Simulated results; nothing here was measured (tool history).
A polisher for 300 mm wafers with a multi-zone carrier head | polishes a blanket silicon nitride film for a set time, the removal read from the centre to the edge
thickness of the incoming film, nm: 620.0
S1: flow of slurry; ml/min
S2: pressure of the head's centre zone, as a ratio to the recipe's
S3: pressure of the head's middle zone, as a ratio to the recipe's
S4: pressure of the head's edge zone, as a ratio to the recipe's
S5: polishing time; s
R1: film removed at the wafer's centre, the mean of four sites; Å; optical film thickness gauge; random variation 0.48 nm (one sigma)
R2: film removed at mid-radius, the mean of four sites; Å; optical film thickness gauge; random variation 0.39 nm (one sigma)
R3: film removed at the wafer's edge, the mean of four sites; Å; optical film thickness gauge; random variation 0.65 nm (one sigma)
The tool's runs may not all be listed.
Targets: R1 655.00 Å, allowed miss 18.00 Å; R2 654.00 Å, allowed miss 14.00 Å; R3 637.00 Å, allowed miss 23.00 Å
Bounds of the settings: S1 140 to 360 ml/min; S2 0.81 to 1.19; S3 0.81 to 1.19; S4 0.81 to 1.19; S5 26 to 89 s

Run 1, hour 0.0: S1 230 ml/min, S2 1.00, S3 1.00, S4 1.00, S5 57 s. Result: R1 1194.60 Å, R2 1205.00 Å, R3 1201.30 Å.
Run 2, hour 4.2: S1 230 ml/min, S2 1.03, S3 1.00, S4 1.00, S5 57 s. Result: R1 1227.10 Å, R2 1194.50 Å, R3 1183.40 Å.
Run 3, hour 9.4: S1 230 ml/min, S2 1.09, S3 1.00, S4 1.00, S5 57 s. Result: R1 1279.80 Å, R2 1181.30 Å, R3 1170.20 Å.
Run 4, hour 17.0: S1 220 ml/min, S2 1.05, S3 0.98, S4 0.95, S5 46 s. Result: R1 996.38 Å, R2 935.16 Å, R3 958.91 Å.
Run 5, hour 23.0: S1 220 ml/min, S2 1.08, S3 0.98, S4 0.95, S5 46 s. Result: R1 1022.60 Å, R2 938.02 Å, R3 941.25 Å.
Run 6, hour 24.2: S1 190 ml/min, S2 1.08, S3 0.98, S4 0.95, S5 46 s. Result: R1 998.14 Å, R2 922.34 Å, R3 912.50 Å.
Run 7, hour 25.9: S1 175 ml/min, S2 1.05, S3 0.98, S4 0.92, S5 40 s. Result: R1 842.32 Å, R2 786.40 Å, R3 790.45 Å.
Run 8, hour 34.0: S1 165 ml/min, S2 1.03, S3 0.99, S4 0.89, S5 38 s. Result: R1 781.07 Å, R2 756.85 Å, R3 722.17 Å.
Run 9, hour 38.9: S1 155 ml/min, S2 1.00, S3 0.97, S4 0.87, S5 37 s. Result: R1 730.37 Å, R2 711.14 Å, R3 701.96 Å.
Run 10, hour 45.8: S1 150 ml/min, S2 0.99, S3 0.97, S4 0.85, S5 36 s. Result: R1 695.98 Å, R2 693.59 Å, R3 661.19 Å.

5 next moves are on the table. One of them brings every result within its allowed miss. Which?
Run A, hour 52.7: S1 145 ml/min, S2 0.95, S3 0.95, S4 0.83, S5 35 s. Result: R1 ?, R2 ?, R3 ?.
Run B, hour 52.7: S1 170 ml/min, S2 1.04, S3 0.91, S4 0.90, S5 35 s. Result: R1 ?, R2 ?, R3 ?.
Run C, hour 52.7: S1 140 ml/min, S2 1.08, S3 1.00, S4 0.81, S5 35 s. Result: R1 ?, R2 ?, R3 ?.
Run D, hour 52.7: S1 145 ml/min, S2 1.03, S3 1.04, S4 0.86, S5 37 s. Result: R1 ?, R2 ?, R3 ?.
Run E, hour 52.7: S1 155 ml/min, S2 0.98, S3 1.14, S4 0.81, S5 34 s. Result: R1 ?, R2 ?, R3 ?.

move      R1      R2      R3
   A  655.91  657.98  645.84
   B  727.09  651.34  683.06
   C  723.43  682.34  635.69
   D  740.97  750.48  692.78
   E  662.78  754.72  624.27
A: meets every target
B: brings the result that was furthest off to its target, and leaves another outside
C: further off than the last run
D: further off than the last run
E: further off than the last run
Answer: A

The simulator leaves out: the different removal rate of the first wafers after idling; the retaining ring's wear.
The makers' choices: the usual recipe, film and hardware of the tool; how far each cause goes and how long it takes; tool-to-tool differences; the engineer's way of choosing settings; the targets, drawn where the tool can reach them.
